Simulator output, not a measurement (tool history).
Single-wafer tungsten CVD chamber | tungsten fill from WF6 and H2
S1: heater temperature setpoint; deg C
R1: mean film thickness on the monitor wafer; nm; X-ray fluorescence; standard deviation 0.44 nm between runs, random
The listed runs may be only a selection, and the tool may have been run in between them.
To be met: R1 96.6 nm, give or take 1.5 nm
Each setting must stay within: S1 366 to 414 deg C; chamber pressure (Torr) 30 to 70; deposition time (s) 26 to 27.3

{"run": 1, "hour": 0.0, "S1": 390, "chamber pressure (Torr)": 50, "deposition time (s)": 27.3, "R1": 81.023}
{"run": 2, "hour": 6.5, "S1": 390, "chamber pressure (Torr)": 50, "deposition time (s)": 26, "R1": 76.973}
{"run": 3, "hour": 13.1, "S1": 385, "chamber pressure (Torr)": 50, "deposition time (s)": 26, "R1": 68.649}
{"run": 4, "hour": 18.2, "S1": 393, "chamber pressure (Torr)": 50, "deposition time (s)": 26, "R1": 81.929}
{"run": 5, "hour": 25.7, "S1": 383, "chamber pressure (Torr)": 50, "deposition time (s)": 26, "R1": 65.58}
{"run": 6, "hour": 29.2, "S1": 383, "chamber pressure (Torr)": 50, "deposition time (s)": 27.3, "R1": 68.889}
{"run": 7, "hour": 32.0, "S1": 387, "chamber pressure (Torr)": 50.1, "deposition time (s)": 27.3, "R1": 75.842}
{"run": 8, "hour": 34.9, "S1": 390, "chamber pressure (Torr)": 50.2, "deposition time (s)": 27.3, "R1": 81.044}

5 candidate next runs follow, results not yet known. Just one meets every target within its allowed miss. Identify it.
{"run": "A", "hour": 37.8, "S1": 383, "chamber pressure (Torr)": 48.4, "deposition time (s)": 27.3, "R1": "?"}
{"run": "B", "hour": 37.8, "S1": 401, "chamber pressure (Torr)": 46.8, "deposition time (s)": 26.6, "R1": "?"}
{"run": "C", "hour": 37.8, "S1": 395, "chamber pressure (Torr)": 55.5, "deposition time (s)": 26.7, "R1": "?"}
{"run": "D", "hour": 37.8, "S1": 404, "chamber pressure (Torr)": 51, "deposition time (s)": 27.3, "R1": "?"}
{"run": "E", "hour": 37.8, "S1": 384, "chamber pressure (Torr)": 47.2, "deposition time (s)": 26, "R1": "?"}

move=A R1=68.536
move=B R1=97.284
move=C R1=92.79
move=D R1=110.16
move=E R1=66.029
A: its largest miss is bigger than the last run's
B: every result within its allowed miss
C: better than the last run, though not everything is in spec
D: the result that was furthest off in the last run now lies on the other side of its target
E: its largest miss is bigger than the last run's
B meets every target.
